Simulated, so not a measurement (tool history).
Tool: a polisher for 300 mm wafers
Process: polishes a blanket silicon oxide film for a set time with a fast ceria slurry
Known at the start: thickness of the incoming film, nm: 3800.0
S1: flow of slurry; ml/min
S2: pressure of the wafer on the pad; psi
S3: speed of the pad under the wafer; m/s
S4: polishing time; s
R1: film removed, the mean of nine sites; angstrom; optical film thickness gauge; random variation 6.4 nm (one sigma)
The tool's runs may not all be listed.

Run 1, hour 0: S1 295 ml/min, S2 3.2 psi, S3 0.92 m/s, S4 58 s. Result: R1 7679.4 angstrom.
Run 2, hour 5.1: S1 240 ml/min, S2 3.2 psi, S3 0.92 m/s, S4 58 s. Result: R1 7514.2 angstrom.
Run 3, hour 7.4: S1 240 ml/min, S2 3.2 psi, S3 0.78 m/s, S4 58 s. Result: R1 6500 angstrom.
Run 4, hour 12.8: S1 245 ml/min, S2 3.4 psi, S3 0.78 m/s, S4 58 s. Result: R1 6808.4 angstrom.
Run 5, hour 21: S1 245 ml/min, S2 3.4 psi, S3 0.78 m/s, S4 61 s. Result: R1 7241.2 angstrom.
Run 6, hour 26.3: S1 245 ml/min, S2 2.8 psi, S3 0.78 m/s, S4 61 s. Result: R1 6010.6 angstrom.
Run 7, hour 28: S1 250 ml/min, S2 3.1 psi, S3 0.78 m/s, S4 61 s. Result: R1 6557.3 angstrom.
Run 8, hour 33.3: S1 250 ml/min, S2 3.3 psi, S3 0.78 m/s, S4 61 s. Result: R1 7038.3 angstrom.

The next listed run, before its measurement:
Run 9, hour 41.9: S1 255 ml/min, S2 3.5 psi, S3 0.78 m/s, S4 61 s. Result: R1 ?.

R1: 7487 angstrom
